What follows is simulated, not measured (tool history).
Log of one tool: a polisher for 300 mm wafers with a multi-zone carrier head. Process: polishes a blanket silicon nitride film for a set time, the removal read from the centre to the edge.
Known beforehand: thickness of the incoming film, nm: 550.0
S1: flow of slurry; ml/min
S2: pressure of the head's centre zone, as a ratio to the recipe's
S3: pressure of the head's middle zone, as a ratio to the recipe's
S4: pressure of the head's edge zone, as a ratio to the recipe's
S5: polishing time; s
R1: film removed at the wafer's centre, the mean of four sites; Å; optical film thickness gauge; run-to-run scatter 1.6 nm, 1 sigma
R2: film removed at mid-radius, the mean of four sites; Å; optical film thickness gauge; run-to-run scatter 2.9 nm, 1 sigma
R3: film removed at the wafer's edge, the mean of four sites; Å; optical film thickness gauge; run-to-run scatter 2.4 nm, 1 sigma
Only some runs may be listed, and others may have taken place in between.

run,day,S1,S2,S3,S4,S5,R1,R2,R3
1,0,245,1,1,1,72,1694.8,1726.5,1723
2,0.371,245,1,1,1,62,1440.3,1469.1,1459.3
3,0.729,245,1.07,1,1,62,1576.4,1507,1487.4
4,0.842,250,1.09,1.01,1.05,66,1707.7,1625.7,1617.9
5,1.1,250,1.09,0.95,1.05,66,1693,1556.2,1590.9
6,1.383,250,1.1,0.97,1.09,69,1773.4,1633.9,1704.5
7,1.592,255,1.12,1,1.11,71,1894,1772.5,1782.9

Estimate the outcome of run 8 from the log above:
8,1.954,260,1.13,1,1.13,73,?,?,?

{"run 8": {"R1": 1962.7, "R2": 1790.7, "R3": 1779.3}}
